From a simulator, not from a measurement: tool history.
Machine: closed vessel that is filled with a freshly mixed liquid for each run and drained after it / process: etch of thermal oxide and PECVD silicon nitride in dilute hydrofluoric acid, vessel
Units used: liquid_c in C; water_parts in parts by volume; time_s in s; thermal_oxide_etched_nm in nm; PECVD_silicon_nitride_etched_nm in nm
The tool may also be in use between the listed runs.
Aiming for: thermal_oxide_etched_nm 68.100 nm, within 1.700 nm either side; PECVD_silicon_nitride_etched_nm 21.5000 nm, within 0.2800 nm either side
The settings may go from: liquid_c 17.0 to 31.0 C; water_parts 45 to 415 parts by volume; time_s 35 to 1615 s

run,hour,liquid_c,water_parts,time_s,thermal_oxide_etched_nm,PECVD_silicon_nitride_etched_nm
1,0.0,23.0,230,825,14.955,6.4620
2,8.6,23.0,230,1050,18.867,8.2334
3,13.3,23.0,295,1050,13.784,6.4173
4,15.0,22.5,235,1115,19.289,8.3545
5,19.5,22.5,190,1165,25.937,10.6490
6,22.4,20.0,190,1165,23.964,9.1190
7,31.4,20.0,190,1165,23.860,9.0601
8,36.8,22.0,100,1295,59.353,21.5890
# hour 41.8: thermometer replaced
9,41.8,21.5,90,1275,60.314,20.3190
10,46.0,21.5,85,1260,64.099,21.3600

Consider the 5 candidate settings below. Which is the only one whose results all fall within their allowed miss of target?
A,50.2,21.5,95,1430,?,?
B,50.2,22.0,70,1000,?,?
C,50.2,23.0,85,1185,?,?
D,50.2,20.0,80,1340,?,?
E,50.2,22.5,105,1455,?,?

move,thermal_oxide_etched_nm,PECVD_silicon_nitride_etched_nm
A,63.319,21.6850
B,63.197,21.1580
C,63.070,22.1670
D,67.404,21.7070
E,59.983,21.3860
A: misses by more than the last run did
B: misses by more than the last run did
C: misses by more than the last run did
D: meets every target
E: misses by more than the last run did
Move D is the one to make.

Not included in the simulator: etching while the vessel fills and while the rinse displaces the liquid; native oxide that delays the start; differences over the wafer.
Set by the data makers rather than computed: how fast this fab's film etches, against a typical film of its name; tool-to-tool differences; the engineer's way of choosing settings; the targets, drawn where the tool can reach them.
